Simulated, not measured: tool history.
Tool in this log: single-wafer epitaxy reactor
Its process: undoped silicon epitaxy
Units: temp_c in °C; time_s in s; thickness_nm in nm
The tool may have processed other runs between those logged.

run 1 hour=0 | temp_c=670 time_s=270 | thickness_nm=75.052
run 2 hour=5.9 | temp_c=663 time_s=270 | thickness_nm=65.91
run 3 hour=10.9 | temp_c=667 time_s=271 | thickness_nm=70.559
run 4 hour=16.6 | temp_c=657 time_s=271 | thickness_nm=59.023
run 5 hour=20.9 | temp_c=657 time_s=236 | thickness_nm=51.34
run 6 hour=27.4 | temp_c=657 time_s=271 | thickness_nm=58.364
run 7 hour=35.1 | temp_c=662 time_s=272 | thickness_nm=64.715
run 8 hour=36.7 | temp_c=666 time_s=273 | thickness_nm=70.316

Run 9 comes next. What will it give?
run 9 hour=44.7 | temp_c=670 time_s=274 | thickness_nm=?

Logged for run 9: thickness_nm 75.864 nm.
